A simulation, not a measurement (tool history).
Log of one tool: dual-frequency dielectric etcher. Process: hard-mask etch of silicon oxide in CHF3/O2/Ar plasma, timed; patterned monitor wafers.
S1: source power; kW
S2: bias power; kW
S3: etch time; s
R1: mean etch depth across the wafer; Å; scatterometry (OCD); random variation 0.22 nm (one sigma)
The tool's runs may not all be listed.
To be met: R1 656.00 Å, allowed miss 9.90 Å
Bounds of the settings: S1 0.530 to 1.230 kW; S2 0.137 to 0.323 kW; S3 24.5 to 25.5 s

{"run": 1, "hour": 0.0, "S1": 0.88, "S2": 0.23, "S3": 24.5, "R1": 572.17}
{"run": 2, "hour": 9.0, "S1": 1.01, "S2": 0.23, "S3": 24.5, "R1": 595.02}
{"run": 3, "hour": 16.9, "S1": 1.01, "S2": 0.2, "S3": 24.5, "R1": 574.48}
{"run": 4, "hour": 20.4, "S1": 1.09, "S2": 0.2, "S3": 24.5, "R1": 591.29}
{"run": 5, "hour": 29.2, "S1": 1.11, "S2": 0.206, "S3": 24.5, "R1": 601.16}
{"run": 6, "hour": 34.6, "S1": 1.11, "S2": 0.177, "S3": 24.5, "R1": 573.96}
{"run": 7, "hour": 38.8, "S1": 1.23, "S2": 0.223, "S3": 24.5, "R1": 638.68}
{"run": 8, "hour": 44.8, "S1": 1.23, "S2": 0.225, "S3": 24.5, "R1": 639.03}
{"run": 9, "hour": 51.1, "S1": 1.23, "S2": 0.227, "S3": 24.5, "R1": 640.11}
{"run": 10, "hour": 51.8, "S1": 1.23, "S2": 0.229, "S3": 24.5, "R1": 642.16}
{"run": 11, "hour": 57.6, "S1": 1.23, "S2": 0.229, "S3": 24.5, "R1": 647.82}
{"run": 12, "hour": 58.3, "S1": 1.23, "S2": 0.23, "S3": 24.5, "R1": 645.88}
{"run": 13, "hour": 60.4, "S1": 1.23, "S2": 0.231, "S3": 24.5, "R1": 643.72}

4 next moves are on the table. One of them brings every result within its allowed miss. Which?
{"run": "A", "hour": 62.5, "S1": 1.21, "S2": 0.225, "S3": 24.5, "R1": "?"}
{"run": "B", "hour": 62.5, "S1": 1.23, "S2": 0.252, "S3": 25.0, "R1": "?"}
{"run": "C", "hour": 62.5, "S1": 1.16, "S2": 0.212, "S3": 25.0, "R1": "?"}
{"run": "D", "hour": 62.5, "S1": 1.22, "S2": 0.246, "S3": 24.5, "R1": "?"}

move=A R1=636.55
move=B R1=676.27
move=C R1=628.54
move=D R1=655.93
A: further off than the last run
B: takes the result that was furthest off past its target
C: further off than the last run
D: meets every target
Move D is the one to make.
